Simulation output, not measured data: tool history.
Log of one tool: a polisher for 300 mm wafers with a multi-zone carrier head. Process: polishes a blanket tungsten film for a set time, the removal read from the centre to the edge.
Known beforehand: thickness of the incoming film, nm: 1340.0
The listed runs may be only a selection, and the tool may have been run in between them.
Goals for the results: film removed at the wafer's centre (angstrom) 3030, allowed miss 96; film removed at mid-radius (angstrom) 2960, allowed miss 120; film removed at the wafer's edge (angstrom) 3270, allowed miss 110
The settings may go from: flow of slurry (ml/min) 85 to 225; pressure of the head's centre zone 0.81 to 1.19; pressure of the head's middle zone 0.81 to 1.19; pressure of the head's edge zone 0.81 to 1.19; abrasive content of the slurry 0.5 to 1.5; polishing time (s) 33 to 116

run,hour,flow of slurry (ml/min),pressure of the head's centre zone,pressure of the head's middle zone,pressure of the head's edge zone,abrasive content of the slurry,polishing time (s),film removed at the wafer's centre (angstrom),film removed at mid-radius (angstrom),film removed at the wafer's edge (angstrom)
1,0,145,1,1,1,1,74,4022.5,3826.4,3963.6
2,1.3,145,1,0.94,1,1,74,3966.1,3688.3,3983.8
3,9.4,140,0.99,0.93,0.98,0.95,74,3901.2,3573.7,3884.4
4,17.1,140,0.99,0.93,0.98,0.75,74,3813.6,3412.6,3779.1
5,25.2,140,0.99,0.93,0.98,0.75,64,3178.7,3039.2,3285.4
6,31.4,135,0.99,0.93,0.98,0.75,64,3198,2945.9,3173.5
7,39.9,135,0.98,0.93,0.99,0.75,64,3125.5,2958,3232.8
8,46.7,135,0.97,0.93,1,0.75,64,3140.1,2920.4,3288.8
9,50.7,135,0.97,0.93,1,0.75,64,3097.4,2946.7,3272.2

Exercise: of the 5 proposed moves below, exactly one satisfies all targets within the stated allowed misses. Which move is it?
A,54.7,95,1.04,0.9,0.99,0.65,71,?,?,?
B,54.7,160,0.92,0.82,1.14,0.5,67,?,?,?
C,54.7,120,1.03,0.9,0.97,0.7,65,?,?,?
D,54.7,135,0.92,0.9,1,0.95,63,?,?,?
E,54.7,115,1.01,0.89,1.04,0.7,67,?,?,?

move,film removed at the wafer's centre (angstrom),film removed at mid-radius (angstrom),film removed at the wafer's edge (angstrom)
A,3248.6,2848.1,3280.4
B,3051.4,2740.4,3456.6
C,3212.3,2813.9,3149.8
D,3012.9,2933.7,3290.8
E,3208.4,2842.8,3305.1
A: its largest miss is bigger than the last run's
B: the worst result of the last run now meets its target, but another is out of spec
C: its largest miss is bigger than the last run's
D: hits every target within its allowed miss
E: its largest miss is bigger than the last run's
The move that meets every target is D.

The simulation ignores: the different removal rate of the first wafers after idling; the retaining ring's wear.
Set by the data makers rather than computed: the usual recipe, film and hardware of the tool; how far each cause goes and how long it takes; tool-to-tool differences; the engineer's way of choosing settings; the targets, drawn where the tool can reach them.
